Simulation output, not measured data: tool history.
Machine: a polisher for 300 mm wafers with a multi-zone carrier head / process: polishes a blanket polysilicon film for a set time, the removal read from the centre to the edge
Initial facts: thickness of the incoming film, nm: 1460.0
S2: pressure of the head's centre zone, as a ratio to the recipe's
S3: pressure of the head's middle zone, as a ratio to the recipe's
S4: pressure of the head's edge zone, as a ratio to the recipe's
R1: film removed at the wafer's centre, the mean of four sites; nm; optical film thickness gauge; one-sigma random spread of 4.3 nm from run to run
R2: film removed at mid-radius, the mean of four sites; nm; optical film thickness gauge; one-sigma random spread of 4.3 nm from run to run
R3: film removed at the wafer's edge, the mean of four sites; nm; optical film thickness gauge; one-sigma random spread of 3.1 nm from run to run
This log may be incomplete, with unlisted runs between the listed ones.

Run 1, hour 0.0: flow of slurry (ml/min) 170, S2 1.00, S3 1.00, S4 1.00, polishing time (s) 80. Result: R1 310.40 nm, R2 310.43 nm, R3 314.56 nm.
Run 2, hour 8.8: flow of slurry (ml/min) 205, S2 1.00, S3 1.00, S4 1.00, polishing time (s) 80. Result: R1 322.33 nm, R2 321.37 nm, R3 314.82 nm.
Run 3, hour 11.0: flow of slurry (ml/min) 205, S2 0.99, S3 1.03, S4 1.02, polishing time (s) 83. Result: R1 321.03 nm, R2 339.60 nm, R3 335.07 nm.
Run 4, hour 12.4: flow of slurry (ml/min) 210, S2 1.00, S3 1.06, S4 1.03, polishing time (s) 85. Result: R1 343.96 nm, R2 359.53 nm, R3 348.12 nm.
Run 5, hour 15.0: flow of slurry (ml/min) 210, S2 1.07, S3 1.06, S4 1.03, polishing time (s) 85. Result: R1 370.99 nm, R2 356.70 nm, R3 345.57 nm.
Run 6, hour 17.2: flow of slurry (ml/min) 210, S2 1.07, S3 1.11, S4 1.03, polishing time (s) 85. Result: R1 365.81 nm, R2 373.85 nm, R3 344.77 nm.
Run 7, hour 23.2: flow of slurry (ml/min) 215, S2 1.05, S3 1.13, S4 1.05, polishing time (s) 86. Result: R1 367.74 nm, R2 383.45 nm, R3 354.27 nm.
Run 8, hour 28.2: flow of slurry (ml/min) 220, S2 1.03, S3 1.14, S4 1.06, polishing time (s) 87. Result: R1 369.32 nm, R2 393.01 nm, R3 364.30 nm.

For run 9, what comes out?
Run 9, hour 30.8: flow of slurry (ml/min) 225, S2 1.01, S3 1.15, S4 1.06, polishing time (s) 88. Result: R1 ?, R2 ?, R3 ?.

{"run 9": {"R1": 356.88, "R2": 400.37, "R3": 369.01}}
